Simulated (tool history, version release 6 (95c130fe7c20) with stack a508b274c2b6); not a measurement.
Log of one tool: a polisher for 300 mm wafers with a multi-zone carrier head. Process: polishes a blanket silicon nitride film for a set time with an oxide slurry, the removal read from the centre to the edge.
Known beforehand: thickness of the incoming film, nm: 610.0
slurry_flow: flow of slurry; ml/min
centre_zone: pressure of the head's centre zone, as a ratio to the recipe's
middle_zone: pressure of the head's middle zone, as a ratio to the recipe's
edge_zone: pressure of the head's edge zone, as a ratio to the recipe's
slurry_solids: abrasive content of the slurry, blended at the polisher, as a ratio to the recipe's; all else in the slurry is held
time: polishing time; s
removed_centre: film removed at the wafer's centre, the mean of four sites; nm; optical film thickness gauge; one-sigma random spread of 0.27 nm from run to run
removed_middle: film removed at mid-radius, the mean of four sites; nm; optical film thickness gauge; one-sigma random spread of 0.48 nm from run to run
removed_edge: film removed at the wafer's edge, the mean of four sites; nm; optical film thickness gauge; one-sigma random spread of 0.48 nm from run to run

run 1 hour=0 | slurry_flow=125 centre_zone=1 middle_zone=1 edge_zone=1 slurry_solids=1 time=52 | removed_centre=42.896 removed_middle=42.006 removed_edge=43.446
run 2 hour=1.6 | slurry_flow=110 centre_zone=0.97 middle_zone=0.97 edge_zone=1.02 slurry_solids=1 time=52 | removed_centre=40.011 removed_middle=39.704 removed_edge=41.581
run 3 hour=5.2 | slurry_flow=110 centre_zone=0.97 middle_zone=1.02 edge_zone=1.02 slurry_solids=1 time=52 | removed_centre=39.779 removed_middle=41.404 removed_edge=42.221
run 4 hour=6.9 | slurry_flow=110 centre_zone=0.97 middle_zone=1.02 edge_zone=1.07 slurry_solids=1 time=52 | removed_centre=40.011 removed_middle=42.396 removed_edge=42.804
run 5 hour=9.2 | slurry_flow=110 centre_zone=0.97 middle_zone=1.02 edge_zone=1.07 slurry_solids=1.2 time=52 | removed_centre=43.85 removed_middle=46.192 removed_edge=47.918
run 6 hour=15.9 | slurry_flow=135 centre_zone=0.97 middle_zone=1.02 edge_zone=1.07 slurry_solids=1.2 time=52 | removed_centre=46.798 removed_middle=47.821 removed_edge=49.887

Run 7 comes next. What will it give?
run 7 hour=17.2 | slurry_flow=120 centre_zone=0.93 middle_zone=0.95 edge_zone=1.07 slurry_solids=1.2 time=52 | removed_centre=? removed_middle=? removed_edge=?

removed_centre: 43.503 nm
removed_middle: 42.921 nm
removed_edge: 49.148 nm
